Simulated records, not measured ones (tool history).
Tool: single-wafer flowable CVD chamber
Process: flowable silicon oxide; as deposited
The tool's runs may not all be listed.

| run | hour | heater temperature setpoint (°C) | chamber pressure (mTorr) | RF power (W) | deposition time (s) | mean film thickness on the monitor wafer (Å) |
|---|---|---|---|---|---|---|
| 1 | 0 | 100 | 1040 | 1840 | 255 | 2214.9 |
| 2 | 4.3 | 94 | 1040 | 1840 | 255 | 2769.1 |
| 3 | 9.6 | 94 | 1040 | 1720 | 255 | 2731.6 |
| 4 | 17.6 | 90 | 1040 | 1720 | 255 | 3162.7 |
| 5 | 23.8 | 90 | 910 | 1720 | 255 | 2814.9 |
| 6 | 31.5 | 99 | 910 | 1720 | 255 | 2038.4 |

Run 7, settings as shown, results not yet in. Your forecast:
| 7 | 36.1 | 87 | 910 | 1720 | 255 | ? |

{"run 7": {"mean film thickness on the monitor wafer (Å)": 3121.5}}
